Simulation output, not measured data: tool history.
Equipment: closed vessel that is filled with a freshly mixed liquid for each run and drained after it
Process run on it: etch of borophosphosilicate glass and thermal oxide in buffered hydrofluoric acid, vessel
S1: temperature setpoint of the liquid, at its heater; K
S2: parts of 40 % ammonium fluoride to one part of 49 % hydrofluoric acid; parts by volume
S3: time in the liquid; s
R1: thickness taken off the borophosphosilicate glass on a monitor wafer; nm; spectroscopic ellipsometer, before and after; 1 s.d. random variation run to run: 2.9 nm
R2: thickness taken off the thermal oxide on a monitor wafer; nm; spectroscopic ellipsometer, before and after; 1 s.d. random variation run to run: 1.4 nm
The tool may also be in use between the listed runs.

Run 1, hour 0: S1 296.15 K, S2 9 parts by volume, S3 60 s. Result: R1 162.64 nm, R2 75.647 nm.
Run 2, hour 6.4: S1 297.65 K, S2 8.5 parts by volume, S3 60 s. Result: R1 187.52 nm, R2 86.455 nm.
Run 3, hour 10.9: S1 297.65 K, S2 8.5 parts by volume, S3 85 s. Result: R1 269.5 nm, R2 121.68 nm.
Run 4, hour 14.7: S1 298.65 K, S2 8.5 parts by volume, S3 85 s. Result: R1 282.24 nm, R2 129.02 nm.
Run 5, hour 22.8: S1 298.65 K, S2 11 parts by volume, S3 85 s. Result: R1 218.34 nm, R2 102.69 nm.
Run 6, hour 29.5: S1 299.65 K, S2 10.5 parts by volume, S3 85 s. Result: R1 240.37 nm, R2 110.96 nm.
At hour 34.4: hydrofluoric acid flow meter replaced.
Run 7, hour 34.4: S1 300.65 K, S2 10.5 parts by volume, S3 85 s. Result: R1 237.72 nm, R2 108.64 nm.
Run 8, hour 36.8: S1 303.15 K, S2 7.5 parts by volume, S3 85 s. Result: R1 370.92 nm, R2 170.42 nm.

Forecast run 9:
Run 9, hour 43.9: S1 302.65 K, S2 7.5 parts by volume, S3 85 s. Result: R1 ?, R2 ?.

R1: 356.46 nm
R2: 165.27 nm
